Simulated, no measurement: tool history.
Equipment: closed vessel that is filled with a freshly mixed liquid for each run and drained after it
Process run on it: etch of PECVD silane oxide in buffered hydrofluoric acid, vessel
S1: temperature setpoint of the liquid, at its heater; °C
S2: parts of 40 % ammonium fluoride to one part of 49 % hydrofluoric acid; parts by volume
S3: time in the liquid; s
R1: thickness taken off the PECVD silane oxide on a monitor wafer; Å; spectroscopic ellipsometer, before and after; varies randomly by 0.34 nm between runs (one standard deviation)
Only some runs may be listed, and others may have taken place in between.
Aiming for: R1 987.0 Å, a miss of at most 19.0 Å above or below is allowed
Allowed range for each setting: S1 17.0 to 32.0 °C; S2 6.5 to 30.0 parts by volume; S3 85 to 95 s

run 1 day=0.000 | S1=24.0 S2=19.5 S3=85 | R1=1535.7
run 2 day=0.192 | S1=22.0 S2=20.0 S3=85 | R1=1344.4
run 3 day=0.412 | S1=22.0 S2=17.5 S3=85 | R1=1540.8
run 4 day=0.662 | S1=22.0 S2=21.5 S3=85 | R1=1287.3
run 5 day=0.800 | S1=20.0 S2=21.5 S3=85 | R1=1147.1
run 6 day=0.908 | S1=19.0 S2=21.5 S3=85 | R1=1078.8
run 7 day=1.262 | S1=18.5 S2=21.5 S3=85 | R1=1052.9
run 8 day=1.521 | S1=18.0 S2=21.5 S3=85 | R1=1018.1

Below are 4 possible settings for the next run. Only one of them brings all results inside the allowed miss of their targets. Which is it?
run A day=1.779 | S1=17.5 S2=22.0 S3=90 | R1=?
run B day=1.779 | S1=17.0 S2=21.0 S3=85 | R1=?
run C day=1.779 | S1=17.5 S2=22.5 S3=90 | R1=?
run D day=1.779 | S1=18.5 S2=22.5 S3=85 | R1=?

move=A R1=1034.1
move=B R1=980.1
move=C R1=1018.1
move=D R1=1017.9
A: further off than the last run
B: each result inside its tolerance
C: no nearer and no further than the last run
D: no nearer and no further than the last run
The move that meets every target is B.

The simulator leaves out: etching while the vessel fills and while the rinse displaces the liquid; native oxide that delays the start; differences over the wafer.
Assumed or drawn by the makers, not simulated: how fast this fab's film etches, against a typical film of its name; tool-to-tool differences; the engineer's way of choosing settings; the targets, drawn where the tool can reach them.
